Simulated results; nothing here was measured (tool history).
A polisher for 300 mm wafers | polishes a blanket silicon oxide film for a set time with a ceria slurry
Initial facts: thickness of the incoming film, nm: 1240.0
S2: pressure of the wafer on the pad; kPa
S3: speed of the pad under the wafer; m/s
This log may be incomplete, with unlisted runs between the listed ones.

run 1 hour=0.0 | flow_of_slurry_(ml/min)=175 S2=14.5 S3=1.02 polishing_time_(s)=108 | film_removed_(nm)=304.07
run 2 hour=2.7 | flow_of_slurry_(ml/min)=145 S2=14.5 S3=1.02 polishing_time_(s)=108 | film_removed_(nm)=298.82
run 3 hour=10.1 | flow_of_slurry_(ml/min)=145 S2=13.1 S3=0.94 polishing_time_(s)=108 | film_removed_(nm)=252.05
run 4 hour=15.2 | flow_of_slurry_(ml/min)=145 S2=14.5 S3=0.94 polishing_time_(s)=108 | film_removed_(nm)=276.05
run 5 hour=18.3 | flow_of_slurry_(ml/min)=145 S2=11.7 S3=0.94 polishing_time_(s)=108 | film_removed_(nm)=227.65
run 6 hour=22.3 | flow_of_slurry_(ml/min)=145 S2=11.0 S3=0.88 polishing_time_(s)=108 | film_removed_(nm)=203.44
run 7 hour=26.2 | flow_of_slurry_(ml/min)=145 S2=10.3 S3=0.82 polishing_time_(s)=108 | film_removed_(nm)=182.25

Estimate the outcome of run 8 from the log above:
run 8 hour=33.1 | flow_of_slurry_(ml/min)=145 S2=9.7 S3=0.78 polishing_time_(s)=108 | film_removed_(nm)=?

{"run 8": {"film removed (nm)": 162.52}}
